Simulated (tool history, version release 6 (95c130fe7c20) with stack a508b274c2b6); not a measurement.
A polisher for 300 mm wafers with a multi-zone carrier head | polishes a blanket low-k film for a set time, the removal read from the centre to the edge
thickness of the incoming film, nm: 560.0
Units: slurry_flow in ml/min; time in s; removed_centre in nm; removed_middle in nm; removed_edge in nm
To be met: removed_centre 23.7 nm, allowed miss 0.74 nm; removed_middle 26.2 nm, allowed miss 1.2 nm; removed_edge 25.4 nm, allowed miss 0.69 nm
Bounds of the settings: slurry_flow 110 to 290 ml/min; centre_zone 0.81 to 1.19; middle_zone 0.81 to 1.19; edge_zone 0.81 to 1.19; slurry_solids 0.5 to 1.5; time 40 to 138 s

Run 1, hour 0: slurry_flow 185 ml/min, centre_zone 1, middle_zone 1, edge_zone 1, slurry_solids 1, time 88 s. Result: removed_centre 35.794 nm, removed_middle 35.478 nm, removed_edge 36.218 nm.
Run 2, hour 7.7: slurry_flow 180 ml/min, centre_zone 0.98, middle_zone 1, edge_zone 0.97, slurry_solids 0.9, time 87 s. Result: removed_centre 32.74 nm, removed_middle 33.51 nm, removed_edge 33.5 nm.
Run 3, hour 15.1: slurry_flow 175 ml/min, centre_zone 0.96, middle_zone 0.99, edge_zone 0.95, slurry_solids 0.8, time 87 s. Result: removed_centre 30.596 nm, removed_middle 30.631 nm, removed_edge 30.919 nm.
Run 4, hour 15.8: slurry_flow 170 ml/min, centre_zone 0.93, middle_zone 0.99, edge_zone 0.93, slurry_solids 0.75, time 87 s. Result: removed_centre 28.041 nm, removed_middle 29.643 nm, removed_edge 29.798 nm.
Run 5, hour 18.4: slurry_flow 170 ml/min, centre_zone 0.93, middle_zone 1.04, edge_zone 0.93, slurry_solids 0.75, time 87 s. Result: removed_centre 28.372 nm, removed_middle 31.791 nm, removed_edge 29.722 nm.
Run 6, hour 26.8: slurry_flow 170 ml/min, centre_zone 0.93, middle_zone 0.98, edge_zone 0.93, slurry_solids 0.75, time 87 s. Result: removed_centre 28.352 nm, removed_middle 29.904 nm, removed_edge 29.97 nm.
Run 7, hour 28.8: slurry_flow 140 ml/min, centre_zone 0.87, middle_zone 0.97, edge_zone 0.83, slurry_solids 0.5, time 86 s. Result: removed_centre 20.131 nm, removed_middle 21.813 nm, removed_edge 21.534 nm.
Run 8, hour 32.7: slurry_flow 160 ml/min, centre_zone 0.87, middle_zone 0.97, edge_zone 0.84, slurry_solids 0.5, time 86 s. Result: removed_centre 20.332 nm, removed_middle 22.639 nm, removed_edge 21.905 nm.
Run 9, hour 37.2: slurry_flow 170 ml/min, centre_zone 0.88, middle_zone 0.97, edge_zone 0.87, slurry_solids 0.5, time 86 s. Result: removed_centre 20.927 nm, removed_middle 23.339 nm, removed_edge 22.446 nm.
Run 10, hour 42.2: slurry_flow 175 ml/min, centre_zone 0.89, middle_zone 0.97, edge_zone 0.9, slurry_solids 0.5, time 86 s. Result: removed_centre 20.785 nm, removed_middle 23.193 nm, removed_edge 22.926 nm.
Run 11, hour 45.8: slurry_flow 225 ml/min, centre_zone 0.97, middle_zone 1.04, edge_zone 0.95, slurry_solids 0.6, time 86 s. Result: removed_centre 26.794 nm, removed_middle 28.412 nm, removed_edge 27.032 nm.
Run 12, hour 51.1: slurry_flow 225 ml/min, centre_zone 0.95, middle_zone 1.03, edge_zone 0.94, slurry_solids 0.6, time 86 s. Result: removed_centre 25.889 nm, removed_middle 27.329 nm, removed_edge 26.733 nm.
Run 13, hour 56.3: slurry_flow 225 ml/min, centre_zone 0.95, middle_zone 1.03, edge_zone 0.94, slurry_solids 0.6, time 86 s. Result: removed_centre 26.054 nm, removed_middle 27.442 nm, removed_edge 27.099 nm.
Run 14, hour 60.2: slurry_flow 215 ml/min, centre_zone 0.94, middle_zone 1.02, edge_zone 0.93, slurry_solids 0.6, time 86 s. Result: removed_centre 25.52 nm, removed_middle 27.907 nm, removed_edge 26.693 nm.
Run 15, hour 61.8: slurry_flow 205 ml/min, centre_zone 0.93, middle_zone 1.01, edge_zone 0.92, slurry_solids 0.6, time 86 s. Result: removed_centre 25.143 nm, removed_middle 26.744 nm, removed_edge 26.16 nm.
Run 16, hour 62.9: slurry_flow 200 ml/min, centre_zone 0.92, middle_zone 1.01, edge_zone 0.92, slurry_solids 0.6, time 86 s. Result: removed_centre 24.512 nm, removed_middle 26.937 nm, removed_edge 26.148 nm.
Run 17, hour 68.6: slurry_flow 200 ml/min, centre_zone 0.92, middle_zone 1.01, edge_zone 0.92, slurry_solids 0.6, time 86 s. Result: removed_centre 25.181 nm, removed_middle 26.288 nm, removed_edge 26.391 nm.
Run 18, hour 75.2: slurry_flow 190 ml/min, centre_zone 0.92, middle_zone 1.01, edge_zone 0.92, slurry_solids 0.6, time 86 s. Result: removed_centre 24.762 nm, removed_middle 27.602 nm, removed_edge 26.09 nm.
Run 19, hour 76.7: slurry_flow 190 ml/min, centre_zone 0.92, middle_zone 1, edge_zone 0.92, slurry_solids 0.6, time 86 s. Result: removed_centre 24.744 nm, removed_middle 27.381 nm, removed_edge 26.198 nm.
Run 20, hour 84.8: slurry_flow 185 ml/min, centre_zone 0.92, middle_zone 0.99, edge_zone 0.92, slurry_solids 0.6, time 86 s. Result: removed_centre 24.663 nm, removed_middle 26.285 nm, removed_edge 26.133 nm.
Run 21, hour 87.6: slurry_flow 185 ml/min, centre_zone 0.92, middle_zone 0.99, edge_zone 0.91, slurry_solids 0.6, time 86 s. Result: removed_centre 24.619 nm, removed_middle 25.902 nm, removed_edge 25.844 nm.

5 next moves are on the table. One of them brings every result within its allowed miss. Which?
Run A, hour 90.4: slurry_flow 185 ml/min, centre_zone 0.83, middle_zone 0.99, edge_zone 0.93, slurry_solids 0.5, time 97 s. Result: removed_centre ?, removed_middle ?, removed_edge ?.
Run B, hour 90.4: slurry_flow 175 ml/min, centre_zone 0.98, middle_zone 0.96, edge_zone 0.85, slurry_solids 0.6, time 86 s. Result: removed_centre ?, removed_middle ?, removed_edge ?.
Run C, hour 90.4: slurry_flow 195 ml/min, centre_zone 0.97, middle_zone 1.06, edge_zone 0.84, slurry_solids 0.6, time 85 s. Result: removed_centre ?, removed_middle ?, removed_edge ?.
Run D, hour 90.4: slurry_flow 160 ml/min, centre_zone 0.93, middle_zone 1.05, edge_zone 0.97, slurry_solids 0.5, time 93 s. Result: removed_centre ?, removed_middle ?, removed_edge ?.
Run E, hour 90.4: slurry_flow 190 ml/min, centre_zone 0.81, middle_zone 0.98, edge_zone 0.87, slurry_solids 0.6, time 85 s. Result: removed_centre ?, removed_middle ?, removed_edge ?.

move  removed_centre  removed_middle  removed_edge
   A          22.558          27.012        26.475
   B          26.215          25.881        25.059
   C           26.06          28.201        24.855
   D           23.75          26.688        25.509
   E          21.637          26.325        25.216
A: takes the result that was furthest off past its target
B: further off than the last run
C: further off than the last run
D: meets every target
E: takes the result that was furthest off past its target
The right move is D.

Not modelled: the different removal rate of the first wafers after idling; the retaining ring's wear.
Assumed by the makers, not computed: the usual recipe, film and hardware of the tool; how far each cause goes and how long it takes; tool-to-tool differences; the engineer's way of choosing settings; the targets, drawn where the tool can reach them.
